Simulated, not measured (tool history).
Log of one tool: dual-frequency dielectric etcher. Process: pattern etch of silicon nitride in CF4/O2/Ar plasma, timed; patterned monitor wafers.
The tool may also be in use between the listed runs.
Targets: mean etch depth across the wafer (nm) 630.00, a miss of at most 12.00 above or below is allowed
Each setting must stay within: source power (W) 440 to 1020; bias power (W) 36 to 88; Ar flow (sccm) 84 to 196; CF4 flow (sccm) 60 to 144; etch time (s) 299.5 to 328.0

| run | day | source power (W) | bias power (W) | Ar flow (sccm) | CF4 flow (sccm) | etch time (s) | mean etch depth across the wafer (nm) |
|---|---|---|---|---|---|---|---|
| 1 | 0.000 | 730 | 62 | 140 | 102 | 328.0 | 908.27 |
| 2 | 0.242 | 850 | 62 | 140 | 102 | 328.0 | 1038.90 |
| 3 | 0.321 | 850 | 62 | 140 | 102 | 328.0 | 1037.00 |
| 4 | 0.462 | 850 | 55 | 140 | 102 | 328.0 | 1001.00 |
| 5 | 0.708 | 800 | 55 | 140 | 102 | 328.0 | 944.18 |
| 6 | 0.775 | 800 | 44 | 140 | 102 | 328.0 | 890.73 |
| 7 | 0.871 | 740 | 44 | 140 | 102 | 328.0 | 828.70 |
| 8 | 1.204 | 690 | 44 | 140 | 102 | 328.0 | 774.58 |
| 9 | 1.333 | 660 | 44 | 140 | 102 | 328.0 | 744.71 |
| 10 | 1.479 | 520 | 43 | 140 | 102 | 328.0 | 590.04 |
| 11 | 1.525 | 530 | 43 | 140 | 102 | 328.0 | 605.01 |
| 12 | 1.783 | 540 | 43 | 140 | 102 | 328.0 | 612.89 |

Which single option among these 5 for the next run brings every result within its allowed miss of target? Just one does.
| A | 2.042 | 590 | 42 | 148 | 98 | 328.0 | ? |
| B | 2.042 | 570 | 46 | 124 | 88 | 328.0 | ? |
| C | 2.042 | 570 | 37 | 159 | 126 | 328.0 | ? |
| D | 2.042 | 510 | 45 | 117 | 92 | 328.0 | ? |
| E | 2.042 | 500 | 53 | 162 | 93 | 328.0 | ? |

| move | mean etch depth across the wafer (nm) |
|---|---|
| A | 650.87 |
| B | 652.72 |
| C | 630.22 |
| D | 595.04 |
| E | 586.21 |
A: takes the result that was furthest off past its target
B: takes the result that was furthest off past its target
C: hits every target within its allowed miss
D: further off than the last run
E: further off than the last run
Correct choice: C, which meets every target

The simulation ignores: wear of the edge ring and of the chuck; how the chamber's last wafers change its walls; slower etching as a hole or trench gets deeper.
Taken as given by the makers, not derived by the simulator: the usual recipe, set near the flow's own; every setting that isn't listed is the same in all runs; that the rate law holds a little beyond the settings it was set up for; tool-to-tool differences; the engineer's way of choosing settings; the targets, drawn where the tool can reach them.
